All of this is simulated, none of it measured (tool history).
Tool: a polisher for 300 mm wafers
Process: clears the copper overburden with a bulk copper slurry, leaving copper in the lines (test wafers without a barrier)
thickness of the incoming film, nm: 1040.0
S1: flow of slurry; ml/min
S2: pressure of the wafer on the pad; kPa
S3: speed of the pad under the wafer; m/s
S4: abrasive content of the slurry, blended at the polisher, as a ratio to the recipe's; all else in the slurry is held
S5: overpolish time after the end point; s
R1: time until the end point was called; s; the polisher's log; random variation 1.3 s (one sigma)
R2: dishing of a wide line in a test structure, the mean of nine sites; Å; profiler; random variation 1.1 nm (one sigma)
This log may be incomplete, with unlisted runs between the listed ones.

run  hour   S1    S2    S3   S4  S5       R1      R2
  1   0.0  270  19.3  1.40  1.0  10  102.770  608.25
  2   1.1  270  19.3  1.64  1.0  10   90.726  661.34
  3   9.6  270  19.3  1.64  1.0   7   89.190  536.39
  4  17.2  220  19.3  1.64  1.0   7   92.903  532.03
  5  22.6  210  17.2  1.64  1.0   9  103.810  559.64
  6  23.4  210  17.2  1.64  1.0   7  104.200  487.86

Predict the results of run 7:
  7  29.3  205  15.9  1.64  1.0   9   ?   ?

R1: 112.610 s
R2: 528.26 Å

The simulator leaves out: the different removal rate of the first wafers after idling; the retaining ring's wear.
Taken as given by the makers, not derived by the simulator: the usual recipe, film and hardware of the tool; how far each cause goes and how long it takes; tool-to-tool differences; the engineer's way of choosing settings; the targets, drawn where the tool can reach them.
